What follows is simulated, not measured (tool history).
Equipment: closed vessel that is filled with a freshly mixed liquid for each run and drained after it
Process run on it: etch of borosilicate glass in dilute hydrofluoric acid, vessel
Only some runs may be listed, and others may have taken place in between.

run    day  temperature setpoint of the liquid (°C)  parts of water to one part of 49 % hydrofluoric acid (parts by volume)  time in the liquid (s)  thickness taken off the borosilicate glass on a monitor wafer (Å)
  1      0                                       24                                                                     260                     285                                                             416.58
  2  0.288                                       26                                                                     255                     285                                                             457.45
  3    0.4                                       26                                                                     165                     285                                                              781.2
  4  0.446                                       26                                                                     165                     285                                                             786.89
  5  0.721                                     27.5                                                                     165                     285                                                             829.33
  6  0.867                                     25.5                                                                     165                     285                                                             766.31
  7   0.95                                       24                                                                     165                     285                                                             724.59
  8  1.262                                     22.5                                                                     165                     285                                                             685.94
  9  1.517                                     21.5                                                                     165                     285                                                             662.93

Run 10 comes next. What will it give?
 10  1.8                                     17.5                                                                     165                     285                                                                  ?

thickness taken off the borosilicate glass on a monitor wafer (Å): 567.45

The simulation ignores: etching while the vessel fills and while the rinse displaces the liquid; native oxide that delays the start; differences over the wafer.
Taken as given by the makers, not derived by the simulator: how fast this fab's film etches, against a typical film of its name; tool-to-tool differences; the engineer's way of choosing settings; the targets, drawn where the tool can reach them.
